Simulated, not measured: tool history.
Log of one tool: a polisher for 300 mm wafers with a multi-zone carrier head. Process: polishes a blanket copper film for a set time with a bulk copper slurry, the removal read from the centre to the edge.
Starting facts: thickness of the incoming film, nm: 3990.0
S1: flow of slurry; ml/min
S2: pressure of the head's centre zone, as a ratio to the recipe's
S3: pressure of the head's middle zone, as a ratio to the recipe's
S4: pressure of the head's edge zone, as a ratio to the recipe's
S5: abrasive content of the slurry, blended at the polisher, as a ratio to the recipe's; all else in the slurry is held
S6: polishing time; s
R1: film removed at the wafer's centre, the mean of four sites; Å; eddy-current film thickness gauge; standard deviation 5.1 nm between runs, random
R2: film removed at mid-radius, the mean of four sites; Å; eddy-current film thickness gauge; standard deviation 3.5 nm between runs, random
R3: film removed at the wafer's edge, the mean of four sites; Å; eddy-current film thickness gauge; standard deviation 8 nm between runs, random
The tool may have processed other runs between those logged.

{"run": 1, "hour": 0.0, "S1": 125, "S2": 1, "S3": 1, "S4": 1, "S5": 1, "S6": 69, "R1": 8931.3, "R2": 9253.7, "R3": 9278.8}
{"run": 2, "hour": 1.0, "S1": 125, "S2": 1, "S3": 1, "S4": 0.92, "S5": 1, "S6": 69, "R1": 8860.8, "R2": 9246.7, "R3": 8787.3}
{"run": 3, "hour": 10.0, "S1": 125, "S2": 1, "S3": 1, "S4": 0.92, "S5": 1.15, "S6": 69, "R1": 9215.9, "R2": 9479.5, "R3": 9061.2}
{"run": 4, "hour": 10.7, "S1": 125, "S2": 1, "S3": 1, "S4": 0.99, "S5": 1.15, "S6": 69, "R1": 9085.5, "R2": 9495.8, "R3": 8976.6}
{"run": 5, "hour": 12.8, "S1": 125, "S2": 1, "S3": 0.99, "S4": 0.98, "S5": 1.1, "S6": 64, "R1": 8307.1, "R2": 8525.4, "R3": 8552.4}
{"run": 6, "hour": 14.0, "S1": 125, "S2": 0.95, "S3": 0.99, "S4": 0.98, "S5": 1.1, "S6": 64, "R1": 8033.7, "R2": 8700.4, "R3": 8628.4}
{"run": 7, "hour": 18.9, "S1": 120, "S2": 0.97, "S3": 0.99, "S4": 0.96, "S5": 1, "S6": 61, "R1": 7595.8, "R2": 8077.1, "R3": 7794.7}

Forecast run 8:
{"run": 8, "hour": 20.9, "S1": 115, "S2": 0.97, "S3": 0.96, "S4": 0.94, "S5": 0.9, "S6": 60, "R1": "?", "R2": "?", "R3": "?"}

For run 8 the tool returned R1 7246.2 Å, R2 7501.5 Å, R3 7449.4 Å.
